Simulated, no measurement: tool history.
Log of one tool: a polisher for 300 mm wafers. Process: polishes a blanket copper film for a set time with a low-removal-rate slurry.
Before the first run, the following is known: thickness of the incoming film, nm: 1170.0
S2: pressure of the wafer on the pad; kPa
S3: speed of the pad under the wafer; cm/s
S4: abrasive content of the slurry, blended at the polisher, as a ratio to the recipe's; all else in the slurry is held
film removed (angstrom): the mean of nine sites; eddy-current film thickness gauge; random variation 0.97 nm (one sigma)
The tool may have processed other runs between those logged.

run 1 day=0 | flow_of_slurry_(ml/min)=145 S2=13.8 S3=102 S4=1 polishing_time_(s)=74 | film_removed_(angstrom)=1815.7
run 2 day=0.033 | flow_of_slurry_(ml/min)=145 S2=17.2 S3=102 S4=1 polishing_time_(s)=74 | film_removed_(angstrom)=2217.3
run 3 day=0.079 | flow_of_slurry_(ml/min)=145 S2=17.2 S3=102 S4=0.8 polishing_time_(s)=74 | film_removed_(angstrom)=2127.7
run 4 day=0.25 | flow_of_slurry_(ml/min)=145 S2=17.2 S3=102 S4=0.8 polishing_time_(s)=77 | film_removed_(angstrom)=2219.7
run 5 day=0.367 | flow_of_slurry_(ml/min)=145 S2=17.2 S3=102 S4=1 polishing_time_(s)=77 | film_removed_(angstrom)=2305.5
run 6 day=0.608 | flow_of_slurry_(ml/min)=145 S2=17.2 S3=90 S4=1 polishing_time_(s)=77 | film_removed_(angstrom)=2061
run 7 day=0.708 | flow_of_slurry_(ml/min)=140 S2=15.9 S3=90 S4=1 polishing_time_(s)=77 | film_removed_(angstrom)=1872.1
run 8 day=0.962 | flow_of_slurry_(ml/min)=135 S2=15.2 S3=90 S4=1 polishing_time_(s)=77 | film_removed_(angstrom)=1790
run 9 day=1.1 | flow_of_slurry_(ml/min)=125 S2=11 S3=88 S4=1 polishing_time_(s)=77 | film_removed_(angstrom)=1298.9
run 10 day=1.192 | flow_of_slurry_(ml/min)=120 S2=11 S3=88 S4=1 polishing_time_(s)=77 | film_removed_(angstrom)=1289.4
run 11 day=1.296 | flow_of_slurry_(ml/min)=115 S2=11 S3=88 S4=1 polishing_time_(s)=77 | film_removed_(angstrom)=1284.1
run 12 day=1.367 | flow_of_slurry_(ml/min)=110 S2=11 S3=88 S4=1 polishing_time_(s)=77 | film_removed_(angstrom)=1252.5

Run 13 comes next. What will it give?
run 13 day=1.508 | flow_of_slurry_(ml/min)=105 S2=11 S3=88 S4=1 polishing_time_(s)=77 | film_removed_(angstrom)=?

film removed (angstrom): 1246.4
